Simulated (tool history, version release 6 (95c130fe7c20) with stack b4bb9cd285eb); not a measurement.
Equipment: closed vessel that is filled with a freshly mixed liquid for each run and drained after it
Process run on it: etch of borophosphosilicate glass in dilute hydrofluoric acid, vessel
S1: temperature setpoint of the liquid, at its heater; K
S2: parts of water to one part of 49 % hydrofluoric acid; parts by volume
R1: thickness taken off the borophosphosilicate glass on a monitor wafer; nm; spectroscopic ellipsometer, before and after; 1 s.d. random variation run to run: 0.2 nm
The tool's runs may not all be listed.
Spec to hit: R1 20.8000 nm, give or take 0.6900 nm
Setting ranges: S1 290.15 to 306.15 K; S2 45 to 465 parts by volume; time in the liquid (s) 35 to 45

{"run": 1, "hour": 0.0, "S1": 298.15, "S2": 255, "time in the liquid (s)": 45, "R1": 10.394}
{"run": 2, "hour": 5.9, "S1": 294.65, "S2": 255, "time in the liquid (s)": 45, "R1": 9.2089}
{"run": 3, "hour": 12.4, "S1": 294.65, "S2": 255, "time in the liquid (s)": 45, "R1": 9.1652}
{"run": 4, "hour": 17.8, "S1": 294.65, "S2": 255, "time in the liquid (s)": 35, "R1": 7.0881}
{"run": 5, "hour": 21.1, "S1": 294.65, "S2": 335, "time in the liquid (s)": 35, "R1": 5.0035}
{"run": 6, "hour": 27.6, "S1": 295.65, "S2": 335, "time in the liquid (s)": 35, "R1": 5.1286}
{"run": 7, "hour": 30.3, "S1": 298.15, "S2": 285, "time in the liquid (s)": 35, "R1": 6.9732}
{"run": 8, "hour": 33.8, "S1": 298.15, "S2": 285, "time in the liquid (s)": 35, "R1": 7.0413}
{"run": 9, "hour": 36.6, "S1": 299.65, "S2": 240, "time in the liquid (s)": 35, "R1": 9.1681}

Of the 5 settings listed for the next run, only one would bring every result within its allowed miss of target. Which one?
{"run": "A", "hour": 39.4, "S1": 295.15, "S2": 130, "time in the liquid (s)": 45, "R1": "?"}
{"run": "B", "hour": 39.4, "S1": 302.15, "S2": 105, "time in the liquid (s)": 45, "R1": "?"}
{"run": "C", "hour": 39.4, "S1": 301.15, "S2": 125, "time in the liquid (s)": 45, "R1": "?"}
{"run": "D", "hour": 39.4, "S1": 298.15, "S2": 90, "time in the liquid (s)": 45, "R1": "?"}
{"run": "E", "hour": 39.4, "S1": 300.65, "S2": 215, "time in the liquid (s)": 40, "R1": "?"}

move=A R1=20.5450
move=B R1=34.3710
move=C R1=27.0760
move=D R1=35.0490
move=E R1=12.3180
A: all results in spec
B: moves the result that the last run missed by most past its target, out the other side
C: moves the result that the last run missed by most past its target, out the other side
D: moves the result that the last run missed by most past its target, out the other side
E: nearer than the last run, and not there yet
Go with A: it meets all targets.
